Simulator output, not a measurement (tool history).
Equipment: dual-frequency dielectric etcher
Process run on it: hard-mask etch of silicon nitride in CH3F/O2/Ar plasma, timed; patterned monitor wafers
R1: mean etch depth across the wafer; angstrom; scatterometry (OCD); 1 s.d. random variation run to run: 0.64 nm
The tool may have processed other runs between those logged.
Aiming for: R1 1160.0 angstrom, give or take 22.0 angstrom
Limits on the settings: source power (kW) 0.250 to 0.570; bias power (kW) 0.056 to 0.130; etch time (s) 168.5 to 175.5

Run 1, hour 0.0: source power (kW) 0.410, bias power (kW) 0.093, etch time (s) 168.5. Result: R1 1297.5 angstrom.
Run 2, hour 2.0: source power (kW) 0.380, bias power (kW) 0.091, etch time (s) 168.5. Result: R1 1249.3 angstrom.
Run 3, hour 2.6: source power (kW) 0.380, bias power (kW) 0.105, etch time (s) 168.5. Result: R1 1302.3 angstrom.
Run 4, hour 6.8: source power (kW) 0.380, bias power (kW) 0.115, etch time (s) 168.5. Result: R1 1321.3 angstrom.
Run 5, hour 13.8: source power (kW) 0.380, bias power (kW) 0.115, etch time (s) 175.5. Result: R1 1382.6 angstrom.
Run 6, hour 19.0: source power (kW) 0.350, bias power (kW) 0.109, etch time (s) 174.0. Result: R1 1309.2 angstrom.
Run 7, hour 20.4: source power (kW) 0.320, bias power (kW) 0.107, etch time (s) 174.0. Result: R1 1237.1 angstrom.
Run 8, hour 24.6: source power (kW) 0.320, bias power (kW) 0.107, etch time (s) 174.0. Result: R1 1238.2 angstrom.
Run 9, hour 28.1: source power (kW) 0.310, bias power (kW) 0.106, etch time (s) 174.0. Result: R1 1215.1 angstrom.
Run 10, hour 33.9: source power (kW) 0.300, bias power (kW) 0.106, etch time (s) 174.0. Result: R1 1209.8 angstrom.
Run 11, hour 37.0: source power (kW) 0.290, bias power (kW) 0.106, etch time (s) 174.0. Result: R1 1199.4 angstrom.

Consider the 5 candidate settings below. Which is the only one whose results all fall within their allowed miss of target?
Run A, hour 40.1: source power (kW) 0.280, bias power (kW) 0.109, etch time (s) 171.0. Result: R1 ?.
Run B, hour 40.1: source power (kW) 0.320, bias power (kW) 0.112, etch time (s) 173.0. Result: R1 ?.
Run C, hour 40.1: source power (kW) 0.310, bias power (kW) 0.111, etch time (s) 174.5. Result: R1 ?.
Run D, hour 40.1: source power (kW) 0.320, bias power (kW) 0.110, etch time (s) 168.5. Result: R1 ?.
Run E, hour 40.1: source power (kW) 0.290, bias power (kW) 0.123, etch time (s) 171.0. Result: R1 ?.

move      R1
   A  1160.7
   B  1255.7
   C  1246.0
   D  1217.5
   E  1217.3
A: every result within its allowed miss
B: its largest miss is bigger than the last run's
C: its largest miss is bigger than the last run's
D: its largest miss is bigger than the last run's
E: its largest miss is bigger than the last run's
So the answer is move A, the one that meets all the targets.

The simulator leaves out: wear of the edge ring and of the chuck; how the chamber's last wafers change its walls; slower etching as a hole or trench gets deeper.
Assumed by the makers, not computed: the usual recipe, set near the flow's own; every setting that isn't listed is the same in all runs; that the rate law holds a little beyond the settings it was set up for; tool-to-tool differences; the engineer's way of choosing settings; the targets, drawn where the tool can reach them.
